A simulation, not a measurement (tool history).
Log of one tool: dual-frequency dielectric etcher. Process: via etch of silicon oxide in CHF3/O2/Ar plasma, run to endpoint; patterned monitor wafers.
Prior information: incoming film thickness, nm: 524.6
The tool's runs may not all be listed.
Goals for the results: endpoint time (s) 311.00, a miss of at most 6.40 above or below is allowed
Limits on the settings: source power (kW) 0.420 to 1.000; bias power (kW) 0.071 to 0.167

| run | hour | source power (kW) | bias power (kW) | endpoint time (s) |
|---|---|---|---|---|
| 1 | 0.0 | 0.710 | 0.119 | 293.27 |
| 2 | 4.6 | 0.580 | 0.119 | 321.35 |
| 3 | 6.9 | 0.470 | 0.119 | 353.05 |
| 4 | 14.4 | 0.470 | 0.137 | 337.78 |
| 5 | 20.3 | 0.500 | 0.138 | 324.32 |
| 6 | 28.1 | 0.510 | 0.138 | 322.27 |
| 7 | 28.8 | 0.520 | 0.138 | 321.65 |
| 8 | 31.1 | 0.530 | 0.138 | 319.53 |

Consider the 4 candidate settings below. Which is the only one whose results all fall within their allowed miss of target?
| A | 33.4 | 0.640 | 0.131 | ? |
| B | 33.4 | 0.600 | 0.111 | ? |
| C | 33.4 | 0.560 | 0.139 | ? |
| D | 33.4 | 0.530 | 0.132 | ? |

| move | endpoint time (s) |
|---|---|
| A | 298.19 |
| B | 320.67 |
| C | 309.94 |
| D | 321.94 |
A: takes the biggest miss from the last run beyond its target
B: its largest miss is bigger than the last run's
C: each result inside its tolerance
D: its largest miss is bigger than the last run's
Move C is the one to make.
